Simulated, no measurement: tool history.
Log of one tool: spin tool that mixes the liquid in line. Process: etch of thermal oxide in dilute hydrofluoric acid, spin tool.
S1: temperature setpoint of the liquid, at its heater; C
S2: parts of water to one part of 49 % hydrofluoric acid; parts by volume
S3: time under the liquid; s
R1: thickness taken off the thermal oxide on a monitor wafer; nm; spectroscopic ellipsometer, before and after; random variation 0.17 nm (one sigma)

| run | hour | S1 | S2 | S3 | R1 |
|---|---|---|---|---|---|
| 1 | 0.0 | 24.0 | 70 | 90 | 5.8981 |
| 2 | 6.5 | 25.5 | 60 | 90 | 7.4590 |
| 3 | 11.5 | 25.5 | 35 | 90 | 13.5880 |
| 4 | 12.3 | 23.0 | 35 | 90 | 11.9770 |
| 5 | 21.2 | 25.0 | 30 | 90 | 15.5440 |
| 6 | 28.5 | 26.5 | 30 | 90 | 16.5260 |
| 7 | 34.5 | 27.5 | 30 | 90 | 16.9780 |
| 8 | 39.2 | 28.5 | 30 | 90 | 17.8330 |
| 9 | 43.2 | 29.0 | 30 | 90 | 18.0840 |

Run 10 comes next. What will it give?
| 10 | 52.2 | 29.5 | 30 | 90 | ? |

Run 10 gave R1 18.5080 nm.
